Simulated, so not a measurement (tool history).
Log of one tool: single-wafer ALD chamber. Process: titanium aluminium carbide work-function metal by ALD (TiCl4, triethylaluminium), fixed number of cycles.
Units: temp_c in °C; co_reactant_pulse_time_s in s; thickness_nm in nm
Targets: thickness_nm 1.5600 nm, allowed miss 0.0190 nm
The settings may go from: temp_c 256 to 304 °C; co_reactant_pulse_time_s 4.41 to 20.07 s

| run | hour | temp_c | co_reactant_pulse_time_s | thickness_nm |
|---|---|---|---|---|
| 1 | 0.0 | 280 | 12.24 | 1.8355 |
| 2 | 4.1 | 280 | 10.43 | 1.7979 |
| 3 | 11.8 | 285 | 10.43 | 1.8324 |
| 4 | 13.5 | 285 | 13.28 | 1.8673 |
| 5 | 20.2 | 285 | 11.36 | 1.8656 |
| 6 | 24.4 | 281 | 10.70 | 1.8190 |
| 7 | 31.7 | 277 | 9.82 | 1.7715 |
| 8 | 33.2 | 274 | 9.11 | 1.7379 |
| 9 | 35.4 | 271 | 8.57 | 1.6819 |
| 10 | 42.4 | 269 | 8.48 | 1.6830 |
| 11 | 48.0 | 267 | 8.20 | 1.6623 |
| 12 | 55.9 | 267 | 8.20 | 1.6483 |
| 13 | 63.8 | 266 | 8.12 | 1.6408 |
| 14 | 66.6 | 266 | 8.12 | 1.6394 |
| 15 | 72.3 | 265 | 8.05 | 1.6333 |
| 16 | 74.1 | 264 | 7.98 | 1.6338 |
| 17 | 76.4 | 263 | 7.81 | 1.5993 |
| 18 | 80.7 | 262 | 7.78 | 1.6123 |
| 19 | 87.7 | 261 | 7.68 | 1.5888 |
| 20 | 96.5 | 261 | 7.65 | 1.5836 |
| 21 | 104.5 | 261 | 7.63 | 1.5911 |
| 22 | 108.2 | 261 | 7.60 | 1.5875 |

4 next moves are on the table. One of them brings every result within its allowed miss. Which?
| A | 111.9 | 256 | 6.57 | ? |
| B | 111.9 | 257 | 6.71 | ? |
| C | 111.9 | 265 | 7.14 | ? |
| D | 111.9 | 264 | 6.52 | ? |

| move | thickness_nm |
|---|---|
| A | 1.5022 |
| B | 1.5161 |
| C | 1.5935 |
| D | 1.5571 |
A: takes the result that was furthest off past its target
B: takes the result that was furthest off past its target
C: further off than the last run
D: meets every target
Answer: D
